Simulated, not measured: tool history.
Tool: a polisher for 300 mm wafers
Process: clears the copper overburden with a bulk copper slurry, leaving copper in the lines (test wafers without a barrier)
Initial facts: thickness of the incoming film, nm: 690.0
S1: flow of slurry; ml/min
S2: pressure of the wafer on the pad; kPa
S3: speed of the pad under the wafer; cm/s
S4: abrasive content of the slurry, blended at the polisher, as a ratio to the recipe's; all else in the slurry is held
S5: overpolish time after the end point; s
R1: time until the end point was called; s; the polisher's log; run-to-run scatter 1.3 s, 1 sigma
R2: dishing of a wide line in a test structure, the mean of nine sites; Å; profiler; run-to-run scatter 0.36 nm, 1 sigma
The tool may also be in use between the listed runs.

run  hour   S1    S2   S3    S4  S5      R1      R2
  1     0  300  16.5  128     1  12  57.156  602.95
  2   5.6  300  16.5  148     1  12  51.011  623.72
  3  10.2  300  14.5  148     1  12  56.177  582.73
  4    19  230  14.5  148     1  12  59.301  568.42
  5  25.2  215  12.4  152  0.85  10  65.134  491.86
  6  29.6  260  12.4  152  0.85  10  66.147  478.02
  7  34.7  345   8.3  156  0.85   4  86.064  205.38

Forecast run 8:
  8  42.6  315  8.3  154  0.85   5   ?   ?

R1: 86.326 s
R2: 243.78 Å

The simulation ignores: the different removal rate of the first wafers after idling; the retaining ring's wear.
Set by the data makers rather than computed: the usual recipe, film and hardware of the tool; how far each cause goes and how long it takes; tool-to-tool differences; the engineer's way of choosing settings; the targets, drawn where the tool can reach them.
